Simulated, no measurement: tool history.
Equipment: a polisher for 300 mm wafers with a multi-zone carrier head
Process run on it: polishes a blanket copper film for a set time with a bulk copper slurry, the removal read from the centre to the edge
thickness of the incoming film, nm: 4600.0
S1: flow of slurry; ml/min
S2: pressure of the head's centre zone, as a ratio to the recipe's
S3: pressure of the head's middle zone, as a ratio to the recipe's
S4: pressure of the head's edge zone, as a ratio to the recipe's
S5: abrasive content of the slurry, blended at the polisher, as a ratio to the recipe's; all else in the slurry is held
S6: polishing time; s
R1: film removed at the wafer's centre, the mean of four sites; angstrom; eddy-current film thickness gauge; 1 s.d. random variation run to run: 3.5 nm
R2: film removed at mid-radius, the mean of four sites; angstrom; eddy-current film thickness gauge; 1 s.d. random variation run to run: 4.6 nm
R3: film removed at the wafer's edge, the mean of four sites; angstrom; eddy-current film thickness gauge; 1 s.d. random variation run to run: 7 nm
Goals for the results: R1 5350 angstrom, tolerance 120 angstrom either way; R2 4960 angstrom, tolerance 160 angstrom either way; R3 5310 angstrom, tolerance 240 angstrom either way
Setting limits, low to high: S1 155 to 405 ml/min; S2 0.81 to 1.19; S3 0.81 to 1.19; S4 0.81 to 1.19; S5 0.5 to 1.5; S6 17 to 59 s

{"run": 1, "day": 0.0, "S1": 260, "S2": 1, "S3": 1, "S4": 1, "S5": 1, "S6": 38, "R1": 3459.3, "R2": 3505.4, "R3": 3553.6}
{"run": 2, "day": 0.338, "S1": 270, "S2": 1.03, "S3": 1.01, "S4": 1.05, "S5": 1.15, "S6": 40, "R1": 3931.7, "R2": 3854.5, "R3": 3961}
{"run": 3, "day": 0.483, "S1": 270, "S2": 1.03, "S3": 1.01, "S4": 0.99, "S5": 1.15, "S6": 40, "R1": 3897, "R2": 3898.9, "R3": 3822.9}
{"run": 4, "day": 0.558, "S1": 270, "S2": 1, "S3": 1.01, "S4": 0.99, "S5": 1.15, "S6": 40, "R1": 3785.1, "R2": 3859.7, "R3": 3767.7}
{"run": 5, "day": 0.85, "S1": 260, "S2": 1.03, "S3": 1.02, "S4": 1.05, "S5": 1.25, "S6": 42, "R1": 4144, "R2": 4117.3, "R3": 4276.8}
{"run": 6, "day": 1.021, "S1": 260, "S2": 1.03, "S3": 0.96, "S4": 1.05, "S5": 1.25, "S6": 42, "R1": 4157, "R2": 3929.4, "R3": 4186.6}
{"run": 7, "day": 1.146, "S1": 260, "S2": 1.07, "S3": 1.01, "S4": 1.09, "S5": 1.3, "S6": 43, "R1": 4502.9, "R2": 4228.2, "R3": 4441.7}
{"run": 8, "day": 1.438, "S1": 265, "S2": 1.08, "S3": 1.02, "S4": 1.12, "S5": 1.35, "S6": 44, "R1": 4675.4, "R2": 4346.8, "R3": 4560.2}
{"run": 9, "day": 1.529, "S1": 250, "S2": 1.09, "S3": 1.03, "S4": 1.13, "S5": 1.4, "S6": 45, "R1": 4830.4, "R2": 4583.9, "R3": 4594.3}
{"run": 10, "day": 1.558, "S1": 250, "S2": 1.09, "S3": 1.03, "S4": 1.13, "S5": 1.4, "S6": 45, "R1": 4815.8, "R2": 4630.9, "R3": 4818.5}
{"run": 11, "day": 1.733, "S1": 260, "S2": 1.09, "S3": 1.03, "S4": 1.15, "S5": 1.45, "S6": 46, "R1": 5057, "R2": 4703.6, "R3": 4932.3}
{"run": 12, "day": 2.0, "S1": 270, "S2": 1.09, "S3": 1.04, "S4": 1.16, "S5": 1.45, "S6": 46, "R1": 5014.8, "R2": 4766.6, "R3": 5037}
{"run": 13, "day": 2.188, "S1": 285, "S2": 1.1, "S3": 1.05, "S4": 1.17, "S5": 1.45, "S6": 46, "R1": 5144.7, "R2": 4908.6, "R3": 5138.7}
{"run": 14, "day": 2.317, "S1": 295, "S2": 1.11, "S3": 1.05, "S4": 1.17, "S5": 1.45, "S6": 46, "R1": 5177.1, "R2": 4839.4, "R3": 5003.3}

Exactly one of the 4 candidate moves below puts every result within its allowed miss. Which one?
{"run": "A", "day": 2.446, "S1": 280, "S2": 1.11, "S3": 1.04, "S4": 1.18, "S5": 1.5, "S6": 47, "R1": "?", "R2": "?", "R3": "?"}
{"run": "B", "day": 2.446, "S1": 195, "S2": 1.07, "S3": 1.03, "S4": 1.16, "S5": 1.4, "S6": 49, "R1": "?", "R2": "?", "R3": "?"}
{"run": "C", "day": 2.446, "S1": 240, "S2": 1.07, "S3": 1.04, "S4": 1.19, "S5": 1.35, "S6": 49, "R1": "?", "R2": "?", "R3": "?"}
{"run": "D", "day": 2.446, "S1": 280, "S2": 0.94, "S3": 1, "S4": 1.19, "S5": 1.4, "S6": 51, "R1": "?", "R2": "?", "R3": "?"}

move=A R1=5298.1 R2=5005.2 R3=5167.4
move=B R1=4946.3 R2=4848.5 R3=5055.8
move=C R1=5080.6 R2=4992 R3=5199.7
move=D R1=4780.9 R2=5213 R3=5540.9
A: all results land within tolerance of their targets
B: the biggest miss grows against the last run
C: the biggest miss grows against the last run
D: the biggest miss grows against the last run
Answer: A
